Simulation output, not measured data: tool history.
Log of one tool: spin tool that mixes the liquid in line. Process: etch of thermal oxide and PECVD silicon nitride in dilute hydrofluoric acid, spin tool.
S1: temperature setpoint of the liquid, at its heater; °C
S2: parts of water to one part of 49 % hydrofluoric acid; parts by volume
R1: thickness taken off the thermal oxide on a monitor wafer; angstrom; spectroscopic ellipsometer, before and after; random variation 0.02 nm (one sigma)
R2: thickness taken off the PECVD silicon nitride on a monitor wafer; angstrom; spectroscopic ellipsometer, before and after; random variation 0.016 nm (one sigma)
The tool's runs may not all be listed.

{"run": 1, "hour": 0.0, "S1": 21, "S2": 255, "time under the liquid (s)": 180, "R1": 25.09, "R2": 15.309}
{"run": 2, "hour": 3.8, "S1": 21, "S2": 325, "time under the liquid (s)": 180, "R1": 18.125, "R2": 11.886}
{"run": 3, "hour": 7.5, "S1": 24.5, "S2": 325, "time under the liquid (s)": 180, "R1": 20.621, "R2": 15.291}
{"run": 4, "hour": 10.3, "S1": 23, "S2": 325, "time under the liquid (s)": 180, "R1": 19.793, "R2": 13.158}
{"run": 5, "hour": 12.3, "S1": 23, "S2": 245, "time under the liquid (s)": 180, "R1": 28.13, "R2": 18.88}
{"run": 6, "hour": 15.2, "S1": 23, "S2": 325, "time under the liquid (s)": 180, "R1": 20.095, "R2": 13.794}
{"run": 7, "hour": 18.1, "S1": 21.5, "S2": 350, "time under the liquid (s)": 180, "R1": 16.496, "R2": 11.735}
{"run": 8, "hour": 21.6, "S1": 20, "S2": 345, "time under the liquid (s)": 170, "R1": 15.705, "R2": 9.949}
{"run": 9, "hour": 27.8, "S1": 19.5, "S2": 360, "time under the liquid (s)": 170, "R1": 14.553, "R2": 9.4982}

Run 10 comes next. What will it give?
{"run": 10, "hour": 31.8, "S1": 18.5, "S2": 365, "time under the liquid (s)": 170, "R1": "?", "R2": "?"}

Run 10 gave R1 13.42 angstrom, R2 8.6935 angstrom.
